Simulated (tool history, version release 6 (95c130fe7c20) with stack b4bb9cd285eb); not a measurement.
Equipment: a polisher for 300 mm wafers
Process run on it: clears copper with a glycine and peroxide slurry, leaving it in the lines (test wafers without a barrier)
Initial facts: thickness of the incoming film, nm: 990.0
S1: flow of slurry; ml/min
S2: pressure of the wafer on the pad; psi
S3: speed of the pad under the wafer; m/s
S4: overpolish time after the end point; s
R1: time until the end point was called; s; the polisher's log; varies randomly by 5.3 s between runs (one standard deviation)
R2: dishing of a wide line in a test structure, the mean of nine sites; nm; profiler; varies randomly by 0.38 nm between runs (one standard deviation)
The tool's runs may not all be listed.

run,hour,S1,S2,S3,S4,R1,R2
1,0,265,3.4,0.96,12,138.97,52.556
2,1.6,295,3.4,0.96,12,137.89,54.006
3,7,270,3.1,0.9,10,161.75,41.281
4,10.3,250,2.8,0.88,9,177.52,34.702
5,17.5,250,2.8,0.88,7,171.07,27.819
6,23.8,250,2.6,0.84,7,193.02,25.118
7,25.7,250,2.4,0.82,7,205.28,23.775
8,32.9,250,2.4,0.82,7,208.16,23.565
9,37.4,250,2.4,0.82,7,210.41,23.474

Predict the results of run 10:
10,42.7,250,2.2,0.82,7,?,?

R1: 224.03 s
R2: 21.864 nm

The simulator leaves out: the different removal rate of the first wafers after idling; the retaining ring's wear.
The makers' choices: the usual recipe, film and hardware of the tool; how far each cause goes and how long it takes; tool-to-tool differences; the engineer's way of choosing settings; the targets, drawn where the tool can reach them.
